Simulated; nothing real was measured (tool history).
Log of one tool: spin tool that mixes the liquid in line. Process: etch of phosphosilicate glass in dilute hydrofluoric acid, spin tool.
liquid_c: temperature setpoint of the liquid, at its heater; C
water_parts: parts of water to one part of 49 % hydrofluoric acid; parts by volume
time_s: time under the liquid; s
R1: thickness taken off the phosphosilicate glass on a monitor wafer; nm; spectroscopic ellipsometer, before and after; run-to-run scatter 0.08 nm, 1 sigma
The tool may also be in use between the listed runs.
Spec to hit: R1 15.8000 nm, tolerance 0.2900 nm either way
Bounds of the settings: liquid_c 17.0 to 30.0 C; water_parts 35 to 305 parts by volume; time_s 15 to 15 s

{"run": 1, "day": 0.0, "liquid_c": 22.0, "water_parts": 170, "time_s": 15, "R1": 9.8285}
{"run": 2, "day": 0.042, "liquid_c": 24.0, "water_parts": 165, "time_s": 15, "R1": 11.0}
{"run": 3, "day": 0.404, "liquid_c": 24.0, "water_parts": 165, "time_s": 15, "R1": 10.953}
{"run": 4, "day": 0.592, "liquid_c": 25.5, "water_parts": 160, "time_s": 15, "R1": 12.047}
{"run": 5, "day": 0.717, "liquid_c": 29.0, "water_parts": 160, "time_s": 15, "R1": 13.718}
{"run": 6, "day": 0.75, "liquid_c": 30.0, "water_parts": 160, "time_s": 15, "R1": 14.196}
{"run": 7, "day": 0.921, "liquid_c": 30.0, "water_parts": 155, "time_s": 15, "R1": 14.815}
{"run": 8, "day": 1.008, "liquid_c": 30.0, "water_parts": 150, "time_s": 15, "R1": 15.339}

Which of these 5 next moves meets every target?
{"run": "A", "day": 1.096, "liquid_c": 28.5, "water_parts": 150, "time_s": 15, "R1": "?"}
{"run": "B", "day": 1.096, "liquid_c": 28.5, "water_parts": 145, "time_s": 15, "R1": "?"}
{"run": "C", "day": 1.096, "liquid_c": 27.5, "water_parts": 140, "time_s": 15, "R1": "?"}
{"run": "D", "day": 1.096, "liquid_c": 25.0, "water_parts": 125, "time_s": 15, "R1": "?"}
{"run": "E", "day": 1.096, "liquid_c": 26.0, "water_parts": 135, "time_s": 15, "R1": "?"}

move=A R1=14.4310
move=B R1=15.0240
move=C R1=15.0920
move=D R1=15.6630
move=E R1=14.8860
A: its largest miss is bigger than the last run's
B: its largest miss is bigger than the last run's
C: its largest miss is bigger than the last run's
D: every result within its allowed miss
E: its largest miss is bigger than the last run's
Go with D: it meets all targets.
